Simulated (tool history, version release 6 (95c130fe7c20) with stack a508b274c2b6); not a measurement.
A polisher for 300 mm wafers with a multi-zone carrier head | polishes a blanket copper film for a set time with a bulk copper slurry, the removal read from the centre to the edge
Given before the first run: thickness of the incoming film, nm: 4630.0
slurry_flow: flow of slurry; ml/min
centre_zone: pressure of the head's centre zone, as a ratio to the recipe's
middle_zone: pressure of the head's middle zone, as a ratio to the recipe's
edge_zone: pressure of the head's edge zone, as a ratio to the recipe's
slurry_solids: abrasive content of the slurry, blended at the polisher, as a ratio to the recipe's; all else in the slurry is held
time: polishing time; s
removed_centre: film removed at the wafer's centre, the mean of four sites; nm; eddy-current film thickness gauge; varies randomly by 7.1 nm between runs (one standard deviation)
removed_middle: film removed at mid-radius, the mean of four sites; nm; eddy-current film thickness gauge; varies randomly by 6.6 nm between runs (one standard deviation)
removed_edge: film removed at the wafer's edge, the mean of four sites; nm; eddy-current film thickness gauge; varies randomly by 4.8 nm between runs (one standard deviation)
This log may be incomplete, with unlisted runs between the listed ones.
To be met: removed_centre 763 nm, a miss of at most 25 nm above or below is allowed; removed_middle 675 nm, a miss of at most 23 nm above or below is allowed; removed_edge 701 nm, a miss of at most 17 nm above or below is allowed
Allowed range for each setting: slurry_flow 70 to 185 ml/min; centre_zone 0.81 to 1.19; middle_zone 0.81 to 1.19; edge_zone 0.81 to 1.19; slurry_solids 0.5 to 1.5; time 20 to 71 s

run 1 hour=0 | slurry_flow=120 centre_zone=1 middle_zone=1 edge_zone=1 slurry_solids=1 time=45 | removed_centre=452.93 removed_middle=452.46 removed_edge=444.43
run 2 hour=0.7 | slurry_flow=130 centre_zone=1.02 middle_zone=1 edge_zone=1.04 slurry_solids=1.1 time=47 | removed_centre=502.41 removed_middle=497.24 removed_edge=497.41
run 3 hour=4.8 | slurry_flow=130 centre_zone=1.06 middle_zone=1 edge_zone=1.04 slurry_solids=1.1 time=47 | removed_centre=523.26 removed_middle=491 removed_edge=494.9
run 4 hour=8.5 | slurry_flow=130 centre_zone=1.06 middle_zone=1.06 edge_zone=1.04 slurry_solids=1.1 time=47 | removed_centre=510.54 removed_middle=510.2 removed_edge=493.4
run 5 hour=16.5 | slurry_flow=130 centre_zone=1.01 middle_zone=1.06 edge_zone=1.04 slurry_solids=1.1 time=47 | removed_centre=488.57 removed_middle=518.03 removed_edge=494.04
run 6 hour=20.5 | slurry_flow=130 centre_zone=1.01 middle_zone=1.06 edge_zone=1.04 slurry_solids=1.2 time=47 | removed_centre=496.97 removed_middle=512.77 removed_edge=499.94
run 7 hour=24.7 | slurry_flow=160 centre_zone=1.11 middle_zone=1.09 edge_zone=1.14 slurry_solids=1.45 time=57 | removed_centre=727.17 removed_middle=695.19 removed_edge=673.85
run 8 hour=25.6 | slurry_flow=160 centre_zone=1.11 middle_zone=1.08 edge_zone=1.15 slurry_solids=1.45 time=57 | removed_centre=733.39 removed_middle=674.54 removed_edge=672.34
run 9 hour=33.7 | slurry_flow=165 centre_zone=1.11 middle_zone=1.07 edge_zone=1.16 slurry_solids=1.45 time=57 | removed_centre=722.08 removed_middle=681.69 removed_edge=683.08
run 10 hour=42.6 | slurry_flow=165 centre_zone=1.12 middle_zone=1.06 edge_zone=1.16 slurry_solids=1.45 time=57 | removed_centre=739.93 removed_middle=686.77 removed_edge=672.83

Of the 5 settings listed for the next run, only one would bring every result within its allowed miss of target. Which one?
run A hour=51.5 | slurry_flow=160 centre_zone=1.1 middle_zone=1.11 edge_zone=1.14 slurry_solids=1.4 time=58 | removed_centre=? removed_middle=? removed_edge=?
run B hour=51.5 | slurry_flow=180 centre_zone=1.19 middle_zone=1.12 edge_zone=1.17 slurry_solids=1.3 time=55 | removed_centre=? removed_middle=? removed_edge=?
run C hour=51.5 | slurry_flow=155 centre_zone=1.08 middle_zone=1.13 edge_zone=1.19 slurry_solids=1.5 time=56 | removed_centre=? removed_middle=? removed_edge=?
run D hour=51.5 | slurry_flow=170 centre_zone=1.09 middle_zone=1.01 edge_zone=1.05 slurry_solids=1.5 time=58 | removed_centre=? removed_middle=? removed_edge=?
run E hour=51.5 | slurry_flow=160 centre_zone=1.12 middle_zone=0.99 edge_zone=1.17 slurry_solids=1.5 time=59 | removed_centre=? removed_middle=? removed_edge=?

move=A removed_centre=739.65 removed_middle=703.02 removed_edge=684.44
move=B removed_centre=766.82 removed_middle=675.55 removed_edge=657.14
move=C removed_centre=705.27 removed_middle=692.1 removed_edge=678.1
move=D removed_centre=751.07 removed_middle=673.76 removed_edge=677.01
move=E removed_centre=775.43 removed_middle=668.37 removed_edge=713.64
A: brings the result that was furthest off to its target, and leaves another outside
B: the biggest miss grows against the last run
C: the biggest miss grows against the last run
D: gains on the last run, yet a result remains outside its allowed miss
E: every result lands within tolerance
Move E is the one to make.

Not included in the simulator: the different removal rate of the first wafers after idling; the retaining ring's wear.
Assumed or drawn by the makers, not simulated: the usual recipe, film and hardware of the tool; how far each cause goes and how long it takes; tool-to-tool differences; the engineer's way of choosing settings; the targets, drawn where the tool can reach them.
